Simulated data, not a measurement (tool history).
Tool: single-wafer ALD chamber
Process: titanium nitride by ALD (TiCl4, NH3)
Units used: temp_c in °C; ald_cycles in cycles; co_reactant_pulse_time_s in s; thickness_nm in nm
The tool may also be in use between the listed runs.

Run 1, hour 0: temp_c 395 °C, ald_cycles 76 cycles, co_reactant_pulse_time_s 1.73 s. Result: thickness_nm 1.6195 nm.
Run 2, hour 2.3: temp_c 395 °C, ald_cycles 76 cycles, co_reactant_pulse_time_s 1.37 s. Result: thickness_nm 1.5841 nm.
Run 3, hour 4.5: temp_c 395 °C, ald_cycles 75 cycles, co_reactant_pulse_time_s 1.34 s. Result: thickness_nm 1.5635 nm.
Run 4, hour 10.7: temp_c 395 °C, ald_cycles 75 cycles, co_reactant_pulse_time_s 0.92 s. Result: thickness_nm 1.5124 nm.
Run 5, hour 16.7: temp_c 395 °C, ald_cycles 75 cycles, co_reactant_pulse_time_s 0.62 s. Result: thickness_nm 1.467 nm.
Run 6, hour 19.8: temp_c 395 °C, ald_cycles 75 cycles, co_reactant_pulse_time_s 0.64 s. Result: thickness_nm 1.4719 nm.
Run 7, hour 25.8: temp_c 395 °C, ald_cycles 75 cycles, co_reactant_pulse_time_s 0.65 s. Result: thickness_nm 1.4765 nm.

Expected results for the next run?
Run 8, hour 34.7: temp_c 395 °C, ald_cycles 75 cycles, co_reactant_pulse_time_s 0.66 s. Result: thickness_nm ?.

{"run 8": {"thickness_nm": 1.4833}}
